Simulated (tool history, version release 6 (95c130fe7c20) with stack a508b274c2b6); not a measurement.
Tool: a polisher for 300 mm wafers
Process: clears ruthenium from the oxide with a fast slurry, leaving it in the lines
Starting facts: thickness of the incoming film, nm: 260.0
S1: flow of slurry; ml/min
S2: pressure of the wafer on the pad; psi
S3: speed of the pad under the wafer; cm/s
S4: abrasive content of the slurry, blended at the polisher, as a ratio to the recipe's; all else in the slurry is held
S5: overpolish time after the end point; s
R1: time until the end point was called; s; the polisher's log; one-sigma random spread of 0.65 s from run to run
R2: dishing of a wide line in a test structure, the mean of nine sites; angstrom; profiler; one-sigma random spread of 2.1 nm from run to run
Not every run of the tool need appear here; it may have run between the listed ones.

run	hour	S1	S2	S3	S4	S5	R1	R2
1	0	305	2.7	110	1	11	60.057	452.59
2	7.7	335	2.7	110	1	11	58.997	439.74
3	9.2	330	2.8	110	1	12	57.516	475.88
4	14.8	330	2.8	110	1	8	56.231	337.44
5	23.4	330	2.8	110	0.85	8	64.063	303.66
6	31.6	325	2.9	110	0.85	9	61.492	333.1
7	33.2	325	2.9	112	0.85	10	60.801	395.61
8	38.3	325	3	112	0.85	11	56.741	430.61
9	42.5	325	3	112	0.85	12	58.12	466.59
10	50.2	325	3	112	0.85	13	58.184	520.07

What does the tool deliver on the next run?
11	59	320	3.2	114	0.85	15	?	?

{"run 11": {"R1": 54.054, "R2": 625.88}}
